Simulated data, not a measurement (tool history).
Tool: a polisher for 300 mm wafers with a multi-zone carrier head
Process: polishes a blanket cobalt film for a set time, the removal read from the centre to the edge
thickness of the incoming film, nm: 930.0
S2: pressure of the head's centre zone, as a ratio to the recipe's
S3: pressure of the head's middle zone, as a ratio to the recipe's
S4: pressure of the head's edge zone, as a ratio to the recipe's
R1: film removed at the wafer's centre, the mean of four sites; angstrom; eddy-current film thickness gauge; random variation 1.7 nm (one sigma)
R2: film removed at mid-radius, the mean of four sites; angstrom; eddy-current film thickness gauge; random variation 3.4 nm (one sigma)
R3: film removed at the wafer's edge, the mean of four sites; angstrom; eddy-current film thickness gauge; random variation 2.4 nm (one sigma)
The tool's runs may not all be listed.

{"run": 1, "hour": 0.0, "flow of slurry (ml/min)": 270, "S2": 1, "S3": 1, "S4": 1, "polishing time (s)": 51, "R1": 3536.8, "R2": 3605.8, "R3": 3603.3}
{"run": 2, "hour": 4.9, "flow of slurry (ml/min)": 270, "S2": 1, "S3": 1, "S4": 0.96, "polishing time (s)": 51, "R1": 3568.1, "R2": 3662.4, "R3": 3508.5}
{"run": 3, "hour": 8.2, "flow of slurry (ml/min)": 240, "S2": 1, "S3": 1, "S4": 0.96, "polishing time (s)": 51, "R1": 3447.6, "R2": 3527.5, "R3": 3506.6}
{"run": 4, "hour": 16.6, "flow of slurry (ml/min)": 240, "S2": 0.96, "S3": 1, "S4": 0.96, "polishing time (s)": 51, "R1": 3349.9, "R2": 3604.4, "R3": 3465.2}
{"run": 5, "hour": 22.5, "flow of slurry (ml/min)": 175, "S2": 0.96, "S3": 1, "S4": 0.96, "polishing time (s)": 51, "R1": 3178.5, "R2": 3365.6, "R3": 3295}
{"run": 6, "hour": 25.5, "flow of slurry (ml/min)": 175, "S2": 0.96, "S3": 1, "S4": 0.96, "polishing time (s)": 44, "R1": 2719.3, "R2": 2896.3, "R3": 2886.2}
{"run": 7, "hour": 26.5, "flow of slurry (ml/min)": 170, "S2": 0.86, "S3": 1, "S4": 0.88, "polishing time (s)": 39, "R1": 2125.7, "R2": 2560, "R3": 2431.3}

Forecast run 8:
{"run": 8, "hour": 27.9, "flow of slurry (ml/min)": 180, "S2": 0.86, "S3": 1, "S4": 0.9, "polishing time (s)": 39, "R1": "?", "R2": "?", "R3": "?"}

R1: 2200.8 angstrom
R2: 2519.7 angstrom
R3: 2495.2 angstrom
